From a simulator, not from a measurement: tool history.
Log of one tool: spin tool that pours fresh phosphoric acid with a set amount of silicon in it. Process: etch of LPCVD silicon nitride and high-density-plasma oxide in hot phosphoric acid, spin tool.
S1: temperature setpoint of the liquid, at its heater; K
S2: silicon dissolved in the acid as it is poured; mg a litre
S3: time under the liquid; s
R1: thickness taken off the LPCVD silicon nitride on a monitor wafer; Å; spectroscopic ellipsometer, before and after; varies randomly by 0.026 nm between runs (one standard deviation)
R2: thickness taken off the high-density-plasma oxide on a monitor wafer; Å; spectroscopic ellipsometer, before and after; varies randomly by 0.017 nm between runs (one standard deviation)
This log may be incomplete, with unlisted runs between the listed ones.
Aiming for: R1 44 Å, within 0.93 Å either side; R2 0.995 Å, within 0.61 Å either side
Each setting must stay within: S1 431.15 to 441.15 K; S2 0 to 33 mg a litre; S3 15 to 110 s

{"run": 1, "hour": 0.0, "S1": 436.15, "S2": 14.5, "S3": 55, "R1": 50.693, "R2": 2.0911}
{"run": 2, "hour": 0.7, "S1": 436.65, "S2": 14.5, "S3": 55, "R1": 52.215, "R2": 2.5238}
{"run": 3, "hour": 4.5, "S1": 436.65, "S2": 14.5, "S3": 45, "R1": 42.174, "R2": 1.6182}
{"run": 4, "hour": 8.4, "S1": 436.65, "S2": 16.5, "S3": 45, "R1": 42.148, "R2": 1.4492}
{"run": 5, "hour": 11.1, "S1": 436.65, "S2": 16.5, "S3": 20, "R1": 18.978, "R2": 0.43323}
{"run": 6, "hour": 19.2, "S1": 434.65, "S2": 16.5, "S3": 20, "R1": 17.69, "R2": 0.34645}
{"run": 7, "hour": 20.1, "S1": 437.15, "S2": 23.5, "S3": 50, "R1": 47.877, "R2": 1.7224}
{"run": 8, "hour": 28.0, "S1": 437.15, "S2": 23.5, "S3": 50, "R1": 47.809, "R2": 1.4183}
{"run": 9, "hour": 32.5, "S1": 437.15, "S2": 24, "S3": 50, "R1": 48.022, "R2": 1.1971}
{"run": 10, "hour": 35.3, "S1": 436.15, "S2": 23.5, "S3": 50, "R1": 46.518, "R2": 1.8543}
{"run": 11, "hour": 38.6, "S1": 436.15, "S2": 23.5, "S3": 50, "R1": 45.999, "R2": 0.88427}

Next run, 5 choices. One meets every target within its allowed miss, the rest don't. Which?
{"run": "A", "hour": 41.9, "S1": 435.65, "S2": 28, "S3": 50, "R1": "?", "R2": "?"}
{"run": "B", "hour": 41.9, "S1": 435.15, "S2": 33, "S3": 55, "R1": "?", "R2": "?"}
{"run": "C", "hour": 41.9, "S1": 433.15, "S2": 17.5, "S3": 50, "R1": "?", "R2": "?"}
{"run": "D", "hour": 41.9, "S1": 432.15, "S2": 33, "S3": 60, "R1": "?", "R2": "?"}
{"run": "E", "hour": 41.9, "S1": 437.65, "S2": 28, "S3": 45, "R1": "?", "R2": "?"}

move=A R1=45.25 R2=1.1959
move=B R1=48.955 R2=1.0333
move=C R1=41.626 R2=1.3815
move=D R1=48.298 R2=0.90298
move=E R1=43.508 R2=1.2453
A: nearer the targets than the last run, but a result is still out of spec
B: moves away from the targets compared with the last run
C: moves the result that the last run missed by most past its target, out the other side
D: moves away from the targets compared with the last run
E: each result inside its tolerance
Answer: E

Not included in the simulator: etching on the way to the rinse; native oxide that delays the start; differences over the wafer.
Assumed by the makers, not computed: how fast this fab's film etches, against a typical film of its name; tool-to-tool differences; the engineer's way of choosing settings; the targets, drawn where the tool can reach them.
